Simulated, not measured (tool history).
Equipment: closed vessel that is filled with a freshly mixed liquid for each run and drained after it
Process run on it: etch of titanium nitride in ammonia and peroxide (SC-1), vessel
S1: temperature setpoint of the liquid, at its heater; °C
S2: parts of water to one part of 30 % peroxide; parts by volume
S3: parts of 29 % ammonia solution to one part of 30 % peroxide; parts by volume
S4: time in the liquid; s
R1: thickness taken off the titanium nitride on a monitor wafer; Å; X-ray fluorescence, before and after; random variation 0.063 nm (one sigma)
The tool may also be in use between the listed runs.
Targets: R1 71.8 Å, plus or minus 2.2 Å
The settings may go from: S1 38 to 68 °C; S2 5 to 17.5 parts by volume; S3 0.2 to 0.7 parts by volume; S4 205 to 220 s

Run 1, day 0: S1 52 °C, S2 9.5 parts by volume, S3 0.4 parts by volume, S4 205 s. Result: R1 133.66 Å.
Run 2, day 0.242: S1 50.5 °C, S2 9.5 parts by volume, S3 0.4 parts by volume, S4 205 s. Result: R1 118.84 Å.
Run 3, day 0.542: S1 49.5 °C, S2 9.5 parts by volume, S3 0.4 parts by volume, S4 205 s. Result: R1 111.47 Å.
Run 4, day 0.892: S1 48.5 °C, S2 9.5 parts by volume, S3 0.4 parts by volume, S4 205 s. Result: R1 103.11 Å.
Run 5, day 1.079: S1 47.5 °C, S2 9.5 parts by volume, S3 0.4 parts by volume, S4 205 s. Result: R1 97.008 Å.
Run 6, day 1.271: S1 47 °C, S2 9.5 parts by volume, S3 0.4 parts by volume, S4 205 s. Result: R1 92.675 Å.
Run 7, day 1.521: S1 46.5 °C, S2 9.5 parts by volume, S3 0.4 parts by volume, S4 205 s. Result: R1 89.192 Å.
Run 8, day 1.675: S1 46 °C, S2 9.5 parts by volume, S3 0.4 parts by volume, S4 205 s. Result: R1 86.023 Å.
Run 9, day 1.975: S1 45.5 °C, S2 9.5 parts by volume, S3 0.4 parts by volume, S4 205 s. Result: R1 82.875 Å.
Run 10, day 2.179: S1 45 °C, S2 9.5 parts by volume, S3 0.4 parts by volume, S4 205 s. Result: R1 80.521 Å.

Exercise: of the 4 proposed moves below, exactly one satisfies all targets within the stated allowed misses. Which move is it?
Run A, day 2.383: S1 43.5 °C, S2 11.5 parts by volume, S3 0.45 parts by volume, S4 210 s. Result: R1 ?.
Run B, day 2.383: S1 40 °C, S2 5 parts by volume, S3 0.2 parts by volume, S4 205 s. Result: R1 ?.
Run C, day 2.383: S1 44 °C, S2 9.5 parts by volume, S3 0.45 parts by volume, S4 205 s. Result: R1 ?.
Run D, day 2.383: S1 42 °C, S2 8 parts by volume, S3 0.45 parts by volume, S4 205 s. Result: R1 ?.

move      R1
   A  68.733
   B  68.658
   C  76.914
   D  72.614
A: takes the biggest miss from the last run beyond its target
B: takes the biggest miss from the last run beyond its target
C: gains on the last run, yet a result remains outside its allowed miss
D: every result lands within tolerance
D is the move that brings every result within its allowed miss.
